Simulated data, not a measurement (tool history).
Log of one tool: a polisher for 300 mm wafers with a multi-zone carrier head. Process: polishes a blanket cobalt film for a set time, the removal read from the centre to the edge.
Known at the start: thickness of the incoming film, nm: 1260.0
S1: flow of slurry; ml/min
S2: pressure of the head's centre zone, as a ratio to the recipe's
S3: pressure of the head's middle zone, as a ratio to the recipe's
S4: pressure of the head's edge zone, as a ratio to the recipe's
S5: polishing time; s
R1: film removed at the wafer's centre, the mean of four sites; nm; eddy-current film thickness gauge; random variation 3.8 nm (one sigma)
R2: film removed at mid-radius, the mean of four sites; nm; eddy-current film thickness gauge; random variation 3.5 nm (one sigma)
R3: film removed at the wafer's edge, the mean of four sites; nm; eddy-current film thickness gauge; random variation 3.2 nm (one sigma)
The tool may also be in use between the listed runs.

Run 1, day 0.000: S1 195 ml/min, S2 1.00, S3 1.00, S4 1.00, S5 79 s. Result: R1 219.40 nm, R2 221.20 nm, R3 237.25 nm.
Run 2, day 0.183: S1 195 ml/min, S2 1.08, S3 1.00, S4 1.00, S5 79 s. Result: R1 229.92 nm, R2 227.24 nm, R3 236.29 nm.
Run 3, day 0.517: S1 210 ml/min, S2 1.12, S3 0.99, S4 1.02, S5 83 s. Result: R1 257.77 nm, R2 238.31 nm, R3 250.32 nm.
Run 4, day 0.808: S1 215 ml/min, S2 1.13, S3 1.00, S4 1.05, S5 86 s. Result: R1 268.93 nm, R2 240.88 nm, R3 265.29 nm.
Run 5, day 1.175: S1 215 ml/min, S2 1.13, S3 1.00, S4 1.11, S5 86 s. Result: R1 266.36 nm, R2 244.43 nm, R3 272.32 nm.
At day 1.533: edge zone pressure recalibrated.
Run 6, day 1.533: S1 225 ml/min, S2 1.15, S3 1.03, S4 1.11, S5 88 s. Result: R1 282.73 nm, R2 259.37 nm, R3 269.64 nm.

Run 7 comes next. What will it give?
Run 7, day 1.838: S1 230 ml/min, S2 1.15, S3 1.03, S4 1.12, S5 90 s. Result: R1 ?, R2 ?, R3 ?.

{"run 7": {"R1": 281.42, "R2": 267.51, "R3": 275.76}}

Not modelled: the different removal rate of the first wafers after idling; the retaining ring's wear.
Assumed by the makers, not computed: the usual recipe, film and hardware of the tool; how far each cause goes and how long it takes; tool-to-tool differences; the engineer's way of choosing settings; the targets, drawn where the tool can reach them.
